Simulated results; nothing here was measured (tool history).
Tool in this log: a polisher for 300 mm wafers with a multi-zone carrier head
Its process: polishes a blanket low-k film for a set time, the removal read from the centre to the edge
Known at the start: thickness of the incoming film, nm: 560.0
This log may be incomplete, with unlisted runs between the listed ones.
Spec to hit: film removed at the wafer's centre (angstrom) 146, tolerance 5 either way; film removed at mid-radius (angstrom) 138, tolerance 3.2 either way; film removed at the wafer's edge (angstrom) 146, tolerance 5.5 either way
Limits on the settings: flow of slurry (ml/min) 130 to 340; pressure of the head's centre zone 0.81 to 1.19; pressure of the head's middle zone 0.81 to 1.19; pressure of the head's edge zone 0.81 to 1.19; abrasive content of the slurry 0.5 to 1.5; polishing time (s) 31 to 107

| run | day | flow of slurry (ml/min) | pressure of the head's centre zone | pressure of the head's middle zone | pressure of the head's edge zone | abrasive content of the slurry | polishing time (s) | film removed at the wafer's centre (angstrom) | film removed at mid-radius (angstrom) | film removed at the wafer's edge (angstrom) |
|---|---|---|---|---|---|---|---|---|---|---|
| 1 | 0 | 220 | 1 | 1 | 1 | 1 | 69 | 246.3 | 247.47 | 247.96 |
| 2 | 0.238 | 195 | 1 | 1 | 1 | 1 | 69 | 245.79 | 246.08 | 245.67 |
| 3 | 0.304 | 195 | 0.99 | 0.98 | 0.98 | 0.95 | 67 | 225.39 | 224.26 | 227.45 |
| 4 | 0.379 | 190 | 0.98 | 0.97 | 0.96 | 0.9 | 66 | 210.76 | 211.28 | 216.97 |
| 5 | 0.683 | 190 | 0.98 | 0.96 | 0.94 | 0.85 | 65 | 194.31 | 195.41 | 196.49 |
| 6 | 0.95 | 190 | 0.98 | 0.96 | 0.89 | 0.85 | 65 | 200.68 | 197.41 | 194.8 |
| 7 | 1.096 | 190 | 0.98 | 0.95 | 0.88 | 0.8 | 65 | 185.11 | 183.72 | 179.68 |
| 8 | 1.121 | 160 | 0.94 | 0.85 | 0.81 | 0.65 | 64 | 134.62 | 126.44 | 136.69 |
| 9 | 1.496 | 165 | 0.94 | 0.85 | 0.81 | 0.65 | 64 | 135.43 | 129.98 | 135.19 |
| 10 | 1.804 | 170 | 0.94 | 0.85 | 0.82 | 0.65 | 64 | 135.66 | 128.92 | 138.38 |
| 11 | 1.867 | 175 | 0.94 | 0.85 | 0.82 | 0.65 | 64 | 138.79 | 130.24 | 140.5 |
| 12 | 2.208 | 180 | 0.94 | 0.85 | 0.82 | 0.65 | 64 | 136.27 | 129.71 | 140.59 |
| 13 | 2.392 | 185 | 0.94 | 0.85 | 0.82 | 0.65 | 64 | 137.37 | 131.82 | 139.98 |
| 14 | 2.525 | 190 | 0.94 | 0.85 | 0.82 | 0.65 | 64 | 141.47 | 132.17 | 140.43 |
| 15 | 2.567 | 195 | 0.94 | 0.85 | 0.82 | 0.65 | 64 | 139.63 | 132.94 | 140.64 |
| 16 | 2.929 | 200 | 0.94 | 0.85 | 0.82 | 0.65 | 64 | 143.83 | 133.03 | 140.71 |

Consider the 4 candidate settings below. Which is the only one whose results all fall within their allowed miss of target?
| A | 3.292 | 225 | 0.99 | 0.85 | 0.81 | 0.6 | 67 | ? | ? | ? |
| B | 3.292 | 205 | 0.97 | 0.89 | 0.87 | 0.6 | 71 | ? | ? | ? |
| C | 3.292 | 340 | 1.1 | 1.03 | 0.81 | 0.85 | 43 | ? | ? | ? |
| D | 3.292 | 180 | 0.99 | 0.84 | 0.93 | 0.75 | 54 | ? | ? | ? |

| move | film removed at the wafer's centre (angstrom) | film removed at mid-radius (angstrom) | film removed at the wafer's edge (angstrom) |
|---|---|---|---|
| A | 143.07 | 126.74 | 134.03 |
| B | 146.28 | 137.58 | 144.02 |
| C | 159.94 | 148.54 | 132.09 |
| D | 146.33 | 128.93 | 145.97 |
A: misses by more than the last run did
B: in spec on every target
C: the result that was furthest off in the last run now lies on the other side of its target
D: misses by more than the last run did
Answer: B

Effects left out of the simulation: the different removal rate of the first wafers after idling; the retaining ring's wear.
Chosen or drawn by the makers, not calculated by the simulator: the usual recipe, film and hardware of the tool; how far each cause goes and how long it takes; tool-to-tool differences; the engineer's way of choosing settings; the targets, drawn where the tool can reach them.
